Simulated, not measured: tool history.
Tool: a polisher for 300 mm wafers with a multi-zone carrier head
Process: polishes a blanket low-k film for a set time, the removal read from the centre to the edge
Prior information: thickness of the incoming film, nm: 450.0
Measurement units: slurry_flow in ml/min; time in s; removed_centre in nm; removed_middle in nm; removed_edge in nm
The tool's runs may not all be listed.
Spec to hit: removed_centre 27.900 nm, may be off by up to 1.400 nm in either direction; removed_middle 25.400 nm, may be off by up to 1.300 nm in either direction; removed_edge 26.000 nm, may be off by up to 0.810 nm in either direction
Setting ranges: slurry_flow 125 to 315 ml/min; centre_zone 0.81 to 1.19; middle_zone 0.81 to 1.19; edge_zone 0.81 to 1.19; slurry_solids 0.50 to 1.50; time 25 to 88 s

run	hour	slurry_flow	centre_zone	middle_zone	edge_zone	slurry_solids	time	removed_centre	removed_middle	removed_edge
1	0.0	205	1.00	1.00	1.00	1.00	56	22.074	22.449	21.928
2	5.2	210	1.02	1.00	1.02	1.05	56	23.556	22.964	22.350
3	13.5	210	1.02	1.00	1.02	1.25	56	24.929	24.411	24.448
4	20.7	215	1.03	1.00	1.03	1.25	56	25.566	24.598	24.724
5	29.4	220	1.04	1.00	1.04	1.25	56	26.004	25.002	24.504
6	33.1	220	1.04	1.00	0.97	1.25	56	26.128	25.014	24.378
7	40.2	225	1.04	0.99	0.98	1.25	56	25.882	25.371	24.365
8	48.9	215	1.10	0.92	1.07	1.35	56	28.463	23.634	25.982

Below are 5 possible settings for the next run. Only one of them brings all results inside the allowed miss of their targets. Which is it?
A	57.6	205	1.19	0.91	1.11	1.35	57	?	?	?
B	57.6	210	1.07	0.96	1.03	1.35	58	?	?	?
C	57.6	170	1.18	0.81	1.13	1.40	56	?	?	?
D	57.6	245	0.95	1.17	0.95	1.15	58	?	?	?
E	57.6	270	1.04	1.07	1.04	1.30	57	?	?	?

move	removed_centre	removed_middle	removed_edge
A	30.283	23.874	26.937
B	27.868	25.500	26.757
C	29.044	21.059	26.534
D	23.673	28.722	24.597
E	27.107	27.851	26.512
A: misses by more than the last run did
B: all results in spec
C: misses by more than the last run did
D: takes the biggest miss from the last run beyond its target
E: takes the biggest miss from the last run beyond its target
B is the move that brings every result within its allowed miss.

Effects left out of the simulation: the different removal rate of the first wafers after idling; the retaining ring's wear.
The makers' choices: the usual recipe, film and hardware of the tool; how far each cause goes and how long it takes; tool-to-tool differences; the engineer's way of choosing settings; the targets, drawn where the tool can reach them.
